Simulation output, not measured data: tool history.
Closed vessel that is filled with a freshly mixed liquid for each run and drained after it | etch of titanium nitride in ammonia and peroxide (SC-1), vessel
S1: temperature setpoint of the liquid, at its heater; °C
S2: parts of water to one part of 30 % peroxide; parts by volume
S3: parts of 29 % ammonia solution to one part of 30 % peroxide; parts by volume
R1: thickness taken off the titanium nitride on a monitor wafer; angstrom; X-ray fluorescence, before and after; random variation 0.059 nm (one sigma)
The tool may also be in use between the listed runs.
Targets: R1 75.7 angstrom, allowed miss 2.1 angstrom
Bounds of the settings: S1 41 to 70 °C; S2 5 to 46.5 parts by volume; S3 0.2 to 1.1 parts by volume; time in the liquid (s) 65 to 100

Run 1, day 0: S1 57 °C, S2 25.5 parts by volume, S3 0.6 parts by volume, time in the liquid (s) 100. Result: R1 46.266 angstrom.
Run 2, day 0.212: S1 57 °C, S2 32 parts by volume, S3 0.6 parts by volume, time in the liquid (s) 100. Result: R1 39.755 angstrom.
Run 3, day 0.592: S1 60 °C, S2 32 parts by volume, S3 0.6 parts by volume, time in the liquid (s) 100. Result: R1 48.886 angstrom.
Run 4, day 0.638: S1 62 °C, S2 32 parts by volume, S3 0.6 parts by volume, time in the liquid (s) 100. Result: R1 55.983 angstrom.
Run 5, day 0.833: S1 62 °C, S2 27 parts by volume, S3 0.6 parts by volume, time in the liquid (s) 100. Result: R1 61.132 angstrom.
Run 6, day 1.042: S1 69 °C, S2 27 parts by volume, S3 0.6 parts by volume, time in the liquid (s) 100. Result: R1 96.789 angstrom.
Run 7, day 1.204: S1 67.5 °C, S2 27 parts by volume, S3 0.6 parts by volume, time in the liquid (s) 100. Result: R1 87.064 angstrom.
Run 8, day 1.288: S1 67 °C, S2 27 parts by volume, S3 0.6 parts by volume, time in the liquid (s) 100. Result: R1 84.418 angstrom.
Run 9, day 1.5: S1 66.5 °C, S2 27 parts by volume, S3 0.6 parts by volume, time in the liquid (s) 100. Result: R1 81.675 angstrom.
Run 10, day 1.575: S1 66 °C, S2 27 parts by volume, S3 0.6 parts by volume, time in the liquid (s) 100. Result: R1 80.061 angstrom.

Which of these 5 next moves meets every target?
Run A, day 1.65: S1 66.5 °C, S2 29 parts by volume, S3 0.6 parts by volume, time in the liquid (s) 100. Result: R1 ?.
Run B, day 1.65: S1 67 °C, S2 29 parts by volume, S3 0.55 parts by volume, time in the liquid (s) 100. Result: R1 ?.
Run C, day 1.65: S1 68 °C, S2 16 parts by volume, S3 0.5 parts by volume, time in the liquid (s) 65. Result: R1 ?.
Run D, day 1.65: S1 65.5 °C, S2 26 parts by volume, S3 0.6 parts by volume, time in the liquid (s) 100. Result: R1 ?.
Run E, day 1.65: S1 67.5 °C, S2 31 parts by volume, S3 0.6 parts by volume, time in the liquid (s) 100. Result: R1 ?.

move      R1
   A  79.046
   B  80.246
   C  76.116
   D   78.94
   E  81.039
A: nearer than the last run, and not there yet
B: as far off as the last run
C: meets every target
D: nearer than the last run, and not there yet
E: further off than the last run
Answer: C
